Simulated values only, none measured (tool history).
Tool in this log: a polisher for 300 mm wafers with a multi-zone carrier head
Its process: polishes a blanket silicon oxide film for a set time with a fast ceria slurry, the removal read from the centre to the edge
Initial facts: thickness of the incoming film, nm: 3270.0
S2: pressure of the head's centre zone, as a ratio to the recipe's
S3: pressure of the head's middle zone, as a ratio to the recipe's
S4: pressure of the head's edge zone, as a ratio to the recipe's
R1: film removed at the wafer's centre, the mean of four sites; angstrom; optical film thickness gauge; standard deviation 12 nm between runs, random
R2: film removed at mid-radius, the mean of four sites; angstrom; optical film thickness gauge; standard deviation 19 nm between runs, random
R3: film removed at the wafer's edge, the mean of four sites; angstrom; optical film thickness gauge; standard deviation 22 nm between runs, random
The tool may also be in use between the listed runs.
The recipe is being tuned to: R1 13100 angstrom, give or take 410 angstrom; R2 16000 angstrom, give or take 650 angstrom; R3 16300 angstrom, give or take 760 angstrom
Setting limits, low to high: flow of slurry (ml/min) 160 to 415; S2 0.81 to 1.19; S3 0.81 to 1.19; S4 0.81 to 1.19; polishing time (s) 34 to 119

run 1 hour=0 | flow_of_slurry_(ml/min)=265 S2=1 S3=1 S4=1 polishing_time_(s)=76 | R1=10551 R2=10777 R3=10955
run 2 hour=4.8 | flow_of_slurry_(ml/min)=265 S2=0.98 S3=1.01 S4=1.03 polishing_time_(s)=80 | R1=10893 R2=11444 R3=11632
run 3 hour=8.8 | flow_of_slurry_(ml/min)=265 S2=0.96 S3=1.02 S4=1.05 polishing_time_(s)=84 | R1=11432 R2=12064 R3=12211
run 4 hour=13 | flow_of_slurry_(ml/min)=300 S2=0.96 S3=1.02 S4=1.05 polishing_time_(s)=84 | R1=11390 R2=12227 R3=12252
run 5 hour=16.2 | flow_of_slurry_(ml/min)=370 S2=0.96 S3=1.02 S4=1.05 polishing_time_(s)=84 | R1=11660 R2=12368 R3=12658
run 6 hour=24.8 | flow_of_slurry_(ml/min)=415 S2=0.96 S3=1.02 S4=1.05 polishing_time_(s)=84 | R1=11790 R2=12683 R3=12734
run 7 hour=33 | flow_of_slurry_(ml/min)=415 S2=0.94 S3=1.03 S4=1.07 polishing_time_(s)=87 | R1=11808 R2=12870 R3=13039
run 8 hour=40 | flow_of_slurry_(ml/min)=415 S2=0.94 S3=1.03 S4=1.07 polishing_time_(s)=87 | R1=11781 R2=12718 R3=13137
run 9 hour=45.4 | flow_of_slurry_(ml/min)=415 S2=0.92 S3=1.05 S4=1.08 polishing_time_(s)=90 | R1=11973 R2=13575 R3=13680

Exercise: of the 5 proposed moves below, exactly one satisfies all targets within the stated allowed misses. Which move is it?
run A hour=50.8 | flow_of_slurry_(ml/min)=415 S2=0.87 S3=1.08 S4=1.16 polishing_time_(s)=103 | R1=? R2=? R3=?
run B hour=50.8 | flow_of_slurry_(ml/min)=415 S2=0.94 S3=1.09 S4=1.09 polishing_time_(s)=102 | R1=? R2=? R3=?
run C hour=50.8 | flow_of_slurry_(ml/min)=365 S2=0.94 S3=1.17 S4=1.01 polishing_time_(s)=97 | R1=? R2=? R3=?
run D hour=50.8 | flow_of_slurry_(ml/min)=415 S2=0.87 S3=1.04 S4=1.12 polishing_time_(s)=113 | R1=? R2=? R3=?
run E hour=50.8 | flow_of_slurry_(ml/min)=410 S2=0.94 S3=1 S4=1.14 polishing_time_(s)=98 | R1=? R2=? R3=?

move=A R1=12945 R2=15939 R3=16392
move=B R1=13860 R2=15892 R3=15722
move=C R1=13055 R2=15822 R3=14284
move=D R1=14198 R2=16991 R3=17670
move=E R1=13297 R2=14288 R3=15461
A: hits every target within its allowed miss
B: the worst result of the last run now meets its target, but another is out of spec
C: the worst result of the last run now meets its target, but another is out of spec
D: takes the biggest miss from the last run beyond its target
E: nearer than the last run, and not there yet
Go with A: it meets all targets.

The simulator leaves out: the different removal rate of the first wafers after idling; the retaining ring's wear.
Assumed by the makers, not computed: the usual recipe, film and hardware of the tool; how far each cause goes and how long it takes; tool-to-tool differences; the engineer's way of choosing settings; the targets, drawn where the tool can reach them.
